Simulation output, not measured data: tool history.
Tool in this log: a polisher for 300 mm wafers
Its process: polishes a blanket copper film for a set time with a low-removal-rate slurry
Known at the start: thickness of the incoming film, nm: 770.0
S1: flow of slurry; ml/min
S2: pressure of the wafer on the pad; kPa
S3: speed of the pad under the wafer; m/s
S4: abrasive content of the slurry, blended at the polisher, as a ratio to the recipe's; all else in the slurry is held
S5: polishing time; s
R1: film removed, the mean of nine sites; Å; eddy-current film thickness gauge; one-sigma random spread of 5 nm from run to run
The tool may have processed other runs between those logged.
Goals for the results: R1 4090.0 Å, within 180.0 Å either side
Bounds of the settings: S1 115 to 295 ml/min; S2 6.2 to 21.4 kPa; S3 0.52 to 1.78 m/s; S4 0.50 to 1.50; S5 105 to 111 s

Run 1, hour 0.0: S1 190 ml/min, S2 13.8 kPa, S3 1.14 m/s, S4 1.00, S5 105 s. Result: R1 2578.9 Å.
Run 2, hour 8.7: S1 190 ml/min, S2 14.5 kPa, S3 1.14 m/s, S4 1.00, S5 105 s. Result: R1 2625.8 Å.
Run 3, hour 13.2: S1 215 ml/min, S2 14.5 kPa, S3 1.14 m/s, S4 1.00, S5 105 s. Result: R1 2651.2 Å.
Run 4, hour 16.3: S1 170 ml/min, S2 14.5 kPa, S3 1.14 m/s, S4 1.00, S5 105 s. Result: R1 2557.9 Å.
Run 5, hour 20.7: S1 170 ml/min, S2 14.5 kPa, S3 1.30 m/s, S4 1.00, S5 105 s. Result: R1 2949.3 Å.
Run 6, hour 28.4: S1 195 ml/min, S2 14.5 kPa, S3 1.30 m/s, S4 1.00, S5 105 s. Result: R1 2985.0 Å.
Run 7, hour 33.7: S1 195 ml/min, S2 14.5 kPa, S3 1.30 m/s, S4 1.00, S5 105 s. Result: R1 3065.9 Å.
Run 8, hour 36.5: S1 195 ml/min, S2 15.2 kPa, S3 1.30 m/s, S4 1.00, S5 105 s. Result: R1 3077.8 Å.
Run 9, hour 39.8: S1 195 ml/min, S2 15.9 kPa, S3 1.30 m/s, S4 1.00, S5 105 s. Result: R1 3136.0 Å.

Exactly one of the 5 candidate moves below puts every result within its allowed miss. Which one?
Run A, hour 43.1: S1 235 ml/min, S2 13.1 kPa, S3 1.68 m/s, S4 1.15, S5 111 s. Result: R1 ?.
Run B, hour 43.1: S1 215 ml/min, S2 19.3 kPa, S3 1.46 m/s, S4 1.10, S5 111 s. Result: R1 ?.
Run C, hour 43.1: S1 220 ml/min, S2 11.0 kPa, S3 1.26 m/s, S4 0.85, S5 105 s. Result: R1 ?.
Run D, hour 43.1: S1 170 ml/min, S2 15.2 kPa, S3 1.20 m/s, S4 1.00, S5 105 s. Result: R1 ?.
Run E, hour 43.1: S1 165 ml/min, S2 16.5 kPa, S3 1.34 m/s, S4 1.20, S5 111 s. Result: R1 ?.

move      R1
   A  4034.8
   B  4432.0
   C  2411.2
   D  2794.8
   E  3616.1
A: every result within its allowed miss
B: takes the biggest miss from the last run beyond its target
C: the biggest miss grows against the last run
D: the biggest miss grows against the last run
E: moves toward the targets from the last run without getting all of them in spec
Correct choice: A, which meets every target

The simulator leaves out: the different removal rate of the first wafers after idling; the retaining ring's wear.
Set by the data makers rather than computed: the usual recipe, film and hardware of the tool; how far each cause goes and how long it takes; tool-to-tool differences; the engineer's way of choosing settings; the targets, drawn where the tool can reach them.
